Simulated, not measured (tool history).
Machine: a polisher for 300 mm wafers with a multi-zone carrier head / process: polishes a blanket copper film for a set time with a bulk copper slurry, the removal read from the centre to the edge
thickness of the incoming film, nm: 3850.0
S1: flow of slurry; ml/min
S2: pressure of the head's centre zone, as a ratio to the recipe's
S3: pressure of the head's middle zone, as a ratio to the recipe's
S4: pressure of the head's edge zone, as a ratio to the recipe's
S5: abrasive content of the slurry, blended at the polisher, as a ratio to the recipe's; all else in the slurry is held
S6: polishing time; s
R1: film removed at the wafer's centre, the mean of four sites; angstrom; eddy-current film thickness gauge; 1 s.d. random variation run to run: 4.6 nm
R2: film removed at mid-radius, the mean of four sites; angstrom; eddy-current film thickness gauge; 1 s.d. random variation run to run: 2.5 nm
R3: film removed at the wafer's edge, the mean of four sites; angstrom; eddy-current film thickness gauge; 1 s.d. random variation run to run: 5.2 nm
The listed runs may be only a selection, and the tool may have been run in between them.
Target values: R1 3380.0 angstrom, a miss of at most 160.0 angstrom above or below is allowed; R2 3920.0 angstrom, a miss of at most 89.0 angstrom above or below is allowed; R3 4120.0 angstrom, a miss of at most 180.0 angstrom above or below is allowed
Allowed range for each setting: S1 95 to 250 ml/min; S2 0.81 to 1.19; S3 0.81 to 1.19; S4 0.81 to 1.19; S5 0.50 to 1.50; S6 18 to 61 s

run  hour   S1    S2    S3    S4    S5  S6      R1      R2      R3
  1   0.0  160  1.00  1.00  1.00  1.00  39  3277.1  3336.3  3290.7
  2   5.2  160  1.00  1.00  1.00  1.15  39  3427.0  3403.6  3361.2
  3  10.2  165  0.98  1.00  1.03  1.15  39  3414.2  3513.4  3490.2
  4  11.4  165  0.98  1.00  1.03  1.15  45  3771.1  3980.8  4065.0
  5  14.2  165  0.97  1.00  1.03  1.15  45  3837.3  3993.9  4040.1
  6  21.0  160  0.96  1.00  1.04  1.15  45  3754.2  3967.6  4002.0
  7  29.3  160  0.95  1.00  1.05  1.15  45  3673.1  3990.4  3935.5
  8  37.1  160  0.94  0.99  1.07  1.15  45  3679.4  3939.1  4045.1
  9  40.7  160  0.93  0.99  1.08  1.15  45  3563.3  3989.4  4116.9

Exactly one of the 5 candidate moves below puts every result within its allowed miss. Which one?
  A  44.3  170  0.88  0.99  1.12  1.00  45   ?   ?   ?
  B  44.3  150  0.91  1.04  1.02  1.30  42   ?   ?   ?
  C  44.3  165  0.97  0.98  1.01  1.20  44   ?   ?   ?
  D  44.3  170  0.91  0.89  0.95  1.35  48   ?   ?   ?
  E  44.3  105  0.85  1.00  1.16  1.10  47   ?   ?   ?

move      R1      R2      R3
   A  3409.7  3896.4  4175.1
   B  3400.3  3927.5  3876.2
   C  3809.6  3914.5  4026.2
   D  4026.7  4073.0  4405.8
   E  3068.3  3724.3  4172.7
A: all results in spec
B: brings the result that was furthest off to its target, and leaves another outside
C: moves away from the targets compared with the last run
D: moves away from the targets compared with the last run
E: takes the biggest miss from the last run beyond its target
So the answer is move A, the one that meets all the targets.
